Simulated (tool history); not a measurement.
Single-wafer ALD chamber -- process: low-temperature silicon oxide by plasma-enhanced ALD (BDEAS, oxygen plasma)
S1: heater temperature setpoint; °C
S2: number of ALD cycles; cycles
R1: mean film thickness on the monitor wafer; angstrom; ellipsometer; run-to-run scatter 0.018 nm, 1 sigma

{"run": 1, "hour": 0.0, "S1": 105, "S2": 24, "R1": 37.537}
{"run": 2, "hour": 6.8, "S1": 95, "S2": 24, "R1": 38.955}
{"run": 3, "hour": 11.1, "S1": 95, "S2": 27, "R1": 43.861}
{"run": 4, "hour": 15.4, "S1": 97, "S2": 27, "R1": 43.203}
{"run": 5, "hour": 17.9, "S1": 98, "S2": 27, "R1": 43.322}
{"run": 6, "hour": 26.1, "S1": 88, "S2": 27, "R1": 44.65}
{"run": 7, "hour": 34.9, "S1": 90, "S2": 27, "R1": 44.319}
{"run": 8, "hour": 43.4, "S1": 92, "S2": 27, "R1": 44.361}
{"run": 9, "hour": 51.9, "S1": 94, "S2": 27, "R1": 44.218}
{"run": 10, "hour": 59.4, "S1": 96, "S2": 27, "R1": 43.479}
{"run": 11, "hour": 62.1, "S1": 97, "S2": 27, "R1": 43.434}
{"run": 12, "hour": 63.2, "S1": 97, "S2": 27, "R1": 43.787}
{"run": 13, "hour": 71.7, "S1": 99, "S2": 27, "R1": 43.148}
{"run": 14, "hour": 72.5, "S1": 100, "S2": 27, "R1": 43.109}
{"run": 15, "hour": 80.7, "S1": 101, "S2": 27, "R1": 42.856}
{"run": 16, "hour": 84.5, "S1": 102, "S2": 27, "R1": 42.59}
{"run": 17, "hour": 88.4, "S1": 103, "S2": 27, "R1": 42.441}
{"run": 18, "hour": 91.8, "S1": 104, "S2": 27, "R1": 42.738}
{"run": 19, "hour": 95.4, "S1": 104, "S2": 27, "R1": 42.456}
{"run": 20, "hour": 98.5, "S1": 105, "S2": 27, "R1": 42.131}
{"run": 21, "hour": 101.6, "S1": 105, "S2": 27, "R1": 42.42}
{"run": 22, "hour": 109.1, "S1": 106, "S2": 27, "R1": 42.538}
{"run": 23, "hour": 111.0, "S1": 107, "S2": 27, "R1": 42.254}
{"run": 24, "hour": 111.6, "S1": 107, "S2": 27, "R1": 42.16}
{"run": 25, "hour": 114.5, "S1": 108, "S2": 27, "R1": 42.215}
{"run": 26, "hour": 117.8, "S1": 109, "S2": 27, "R1": 42.039}

For run 27, what comes out?
{"run": 27, "hour": 120.8, "S1": 110, "S2": 27, "R1": "?"}

Run 27 measured R1 42.236 angstrom.

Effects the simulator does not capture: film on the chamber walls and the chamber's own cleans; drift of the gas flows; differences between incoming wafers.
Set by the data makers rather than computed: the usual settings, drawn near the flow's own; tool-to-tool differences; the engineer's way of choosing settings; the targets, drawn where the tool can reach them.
